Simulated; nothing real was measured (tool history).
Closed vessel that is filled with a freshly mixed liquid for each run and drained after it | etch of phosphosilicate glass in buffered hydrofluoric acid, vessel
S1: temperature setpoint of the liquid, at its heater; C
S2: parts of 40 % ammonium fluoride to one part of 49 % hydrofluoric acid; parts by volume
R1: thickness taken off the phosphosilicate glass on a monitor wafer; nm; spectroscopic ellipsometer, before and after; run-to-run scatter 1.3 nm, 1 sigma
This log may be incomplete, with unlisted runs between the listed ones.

run 1 hour=0.0 | S1=24.0 S2=18.0 time_in_the_liquid_(s)=105 | R1=237.51
run 2 hour=4.4 | S1=24.0 S2=16.0 time_in_the_liquid_(s)=105 | R1=267.52
run 3 hour=7.3 | S1=25.0 S2=16.0 time_in_the_liquid_(s)=105 | R1=282.03
run 4 hour=8.8 | S1=26.0 S2=16.0 time_in_the_liquid_(s)=105 | R1=298.90
run 5 hour=17.6 | S1=26.0 S2=20.5 time_in_the_liquid_(s)=105 | R1=237.64
run 6 hour=20.6 | S1=26.0 S2=20.5 time_in_the_liquid_(s)=115 | R1=257.51
run 7 hour=27.8 | S1=27.5 S2=20.5 time_in_the_liquid_(s)=115 | R1=281.75
run 8 hour=35.2 | S1=28.5 S2=20.5 time_in_the_liquid_(s)=115 | R1=295.66

Run 9 comes next. What will it give?
run 9 hour=40.5 | S1=29.5 S2=20.5 time_in_the_liquid_(s)=115 | R1=?

{"run 9": {"R1": 311.5}}
